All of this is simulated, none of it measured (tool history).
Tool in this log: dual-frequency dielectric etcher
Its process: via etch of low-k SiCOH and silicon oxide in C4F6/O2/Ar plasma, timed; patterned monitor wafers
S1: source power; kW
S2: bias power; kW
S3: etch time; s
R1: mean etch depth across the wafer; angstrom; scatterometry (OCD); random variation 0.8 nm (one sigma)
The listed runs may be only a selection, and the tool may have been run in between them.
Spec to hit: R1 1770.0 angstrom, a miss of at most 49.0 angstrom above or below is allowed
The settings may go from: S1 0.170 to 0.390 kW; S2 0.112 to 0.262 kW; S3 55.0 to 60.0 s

| run | hour | S1 | S2 | S3 | R1 |
|---|---|---|---|---|---|
| 1 | 0.0 | 0.280 | 0.187 | 60.0 | 1498.1 |
| 2 | 2.2 | 0.280 | 0.187 | 55.0 | 1378.6 |
| 3 | 11.0 | 0.300 | 0.187 | 55.0 | 1407.9 |
| 4 | 12.5 | 0.320 | 0.208 | 56.5 | 1526.9 |
| 5 | 19.3 | 0.330 | 0.221 | 57.5 | 1603.3 |
| 6 | 27.6 | 0.290 | 0.221 | 57.5 | 1529.9 |
| 7 | 28.5 | 0.310 | 0.231 | 58.0 | 1599.7 |
| 8 | 34.6 | 0.320 | 0.237 | 58.5 | 1648.8 |
| 9 | 38.8 | 0.330 | 0.241 | 58.5 | 1662.3 |
| 10 | 43.3 | 0.340 | 0.245 | 58.5 | 1699.0 |
| 11 | 50.1 | 0.350 | 0.248 | 58.5 | 1717.6 |

5 next moves are on the table. One of them brings every result within its allowed miss. Which?
| A | 56.9 | 0.370 | 0.255 | 56.0 | ? |
| B | 56.9 | 0.300 | 0.237 | 58.5 | ? |
| C | 56.9 | 0.330 | 0.261 | 56.0 | ? |
| D | 56.9 | 0.390 | 0.241 | 56.0 | ? |
| E | 56.9 | 0.340 | 0.258 | 60.0 | ? |

| move | R1 |
|---|---|
| A | 1693.1 |
| B | 1615.4 |
| C | 1644.8 |
| D | 1690.9 |
| E | 1772.3 |
A: moves away from the targets compared with the last run
B: moves away from the targets compared with the last run
C: moves away from the targets compared with the last run
D: moves away from the targets compared with the last run
E: hits every target within its allowed miss
Answer: E

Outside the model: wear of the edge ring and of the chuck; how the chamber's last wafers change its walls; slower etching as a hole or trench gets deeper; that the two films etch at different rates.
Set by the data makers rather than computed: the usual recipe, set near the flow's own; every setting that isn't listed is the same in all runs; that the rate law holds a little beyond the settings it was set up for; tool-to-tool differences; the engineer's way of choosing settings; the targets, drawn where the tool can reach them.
